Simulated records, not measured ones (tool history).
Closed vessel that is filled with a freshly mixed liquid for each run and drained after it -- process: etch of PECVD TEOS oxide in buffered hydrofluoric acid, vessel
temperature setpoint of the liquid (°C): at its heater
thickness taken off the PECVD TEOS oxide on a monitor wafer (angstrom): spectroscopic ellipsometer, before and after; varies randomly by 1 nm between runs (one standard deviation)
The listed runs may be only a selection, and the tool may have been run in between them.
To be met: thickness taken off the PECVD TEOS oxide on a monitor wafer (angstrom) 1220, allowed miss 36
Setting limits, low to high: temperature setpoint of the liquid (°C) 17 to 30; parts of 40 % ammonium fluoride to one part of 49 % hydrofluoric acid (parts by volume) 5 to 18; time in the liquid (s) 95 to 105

run	day	temperature setpoint of the liquid (°C)	parts of 40 % ammonium fluoride to one part of 49 % hydrofluoric acid (parts by volume)	time in the liquid (s)	thickness taken off the PECVD TEOS oxide on a monitor wafer (angstrom)
1	0	22	11	95	1417.6
2	0.346	22	9.5	95	1635.5
3	0.55	20.5	9.5	95	1492.8
4	0.767	19.5	9.5	95	1405.9
5	1.004	19.5	9.5	105	1586.8
6	1.196	19	10	105	1470.6
7	1.246	18.5	10	105	1421.3
8	1.325	18	10	105	1391.3
9	1.5	17.5	10	105	1331.2

Next run, 4 choices. One meets every target within its allowed miss, the rest don't. Which?
A	1.675	18	9	105	?
B	1.675	17.5	10.5	105	?
C	1.675	17.5	8	100	?
D	1.675	18.5	11.5	105	?

move	thickness taken off the PECVD TEOS oxide on a monitor wafer (angstrom)
A	1521.3
B	1282.4
C	1541.7
D	1241.8
A: moves away from the targets compared with the last run
B: closer than the last run, but not yet in spec
C: moves away from the targets compared with the last run
D: hits every target within its allowed miss
Correct choice: D, which meets every target
